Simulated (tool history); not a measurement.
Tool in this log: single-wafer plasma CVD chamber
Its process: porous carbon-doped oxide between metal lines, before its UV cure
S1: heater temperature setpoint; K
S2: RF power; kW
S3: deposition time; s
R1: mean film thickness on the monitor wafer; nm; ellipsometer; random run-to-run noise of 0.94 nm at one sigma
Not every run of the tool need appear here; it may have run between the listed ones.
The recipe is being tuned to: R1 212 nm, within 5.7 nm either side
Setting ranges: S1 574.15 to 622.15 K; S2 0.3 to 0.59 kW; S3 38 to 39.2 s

| run | day | S1 | S2 | S3 | R1 |
|---|---|---|---|---|---|
| 1 | 0 | 598.15 | 0.445 | 38 | 169.17 |
| 2 | 0.117 | 595.15 | 0.465 | 38.1 | 175.14 |
| 3 | 0.212 | 606.15 | 0.465 | 38.1 | 166.79 |
| 4 | 0.371 | 606.15 | 0.53 | 38.1 | 180.32 |
| 5 | 0.471 | 606.15 | 0.485 | 38.1 | 170.15 |
| 6 | 0.5 | 606.15 | 0.485 | 39.2 | 176.79 |
| 7 | 0.862 | 602.15 | 0.5 | 39.2 | 182.18 |
| 8 | 1.146 | 598.15 | 0.515 | 39.2 | 190.85 |
| 9 | 1.317 | 595.15 | 0.52 | 39.2 | 196.7 |
| 10 | 1.646 | 593.15 | 0.525 | 39.2 | 198.58 |
| 11 | 1.675 | 591.15 | 0.53 | 39.2 | 203.25 |
| 12 | 1.808 | 590.15 | 0.53 | 39.2 | 204.56 |
| 13 | 1.962 | 589.15 | 0.53 | 39.2 | 204.99 |
| 14 | 2.288 | 588.15 | 0.53 | 39.2 | 207.3 |

5 candidate next runs follow, results not yet known. Just one meets every target within its allowed miss. Identify it.
| A | 2.612 | 593.15 | 0.53 | 39.2 | ? |
| B | 2.612 | 605.15 | 0.57 | 39.2 | ? |
| C | 2.612 | 591.15 | 0.56 | 39.2 | ? |
| D | 2.612 | 589.15 | 0.52 | 39.2 | ? |
| E | 2.612 | 584.15 | 0.47 | 39.2 | ? |

| move | R1 |
|---|---|
| A | 200.17 |
| B | 196.16 |
| C | 209.73 |
| D | 202.48 |
| E | 195.6 |
A: misses by more than the last run did
B: misses by more than the last run did
C: in spec on every target
D: misses by more than the last run did
E: misses by more than the last run did
Answer: C
